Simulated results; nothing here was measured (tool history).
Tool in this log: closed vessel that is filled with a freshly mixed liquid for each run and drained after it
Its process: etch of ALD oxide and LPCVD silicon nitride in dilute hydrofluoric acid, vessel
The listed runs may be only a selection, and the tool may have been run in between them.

| run | hour | temperature setpoint of the liquid (C) | parts of water to one part of 49 % hydrofluoric acid (parts by volume) | time in the liquid (s) | thickness taken off the ALD oxide on a monitor wafer (nm) | thickness taken off the LPCVD silicon nitride on a monitor wafer (nm) |
|---|---|---|---|---|---|---|
| 1 | 0.0 | 26.0 | 125 | 540 | 48.196 | 2.3401 |
| 2 | 3.7 | 26.0 | 125 | 725 | 64.144 | 3.1452 |
| 3 | 8.7 | 26.0 | 125 | 570 | 50.417 | 2.5405 |
| 4 | 12.1 | 26.0 | 125 | 490 | 43.918 | 2.1520 |
| 5 | 19.3 | 26.0 | 125 | 625 | 54.874 | 2.7196 |
| 6 | 22.7 | 29.5 | 125 | 625 | 63.275 | 3.4231 |
| 7 | 25.6 | 28.5 | 145 | 630 | 51.329 | 2.8145 |
| 8 | 33.2 | 27.5 | 160 | 640 | 44.863 | 2.3810 |
| 9 | 39.5 | 27.0 | 210 | 540 | 26.532 | 1.4866 |

Run 10, settings as shown, results not yet in. Your forecast:
| 10 | 43.4 | 26.5 | 210 | 535 | ? | ? |

{"run 10": {"thickness taken off the ALD oxide on a monitor wafer (nm)": 25.975, "thickness taken off the LPCVD silicon nitride on a monitor wafer (nm)": 1.3843}}
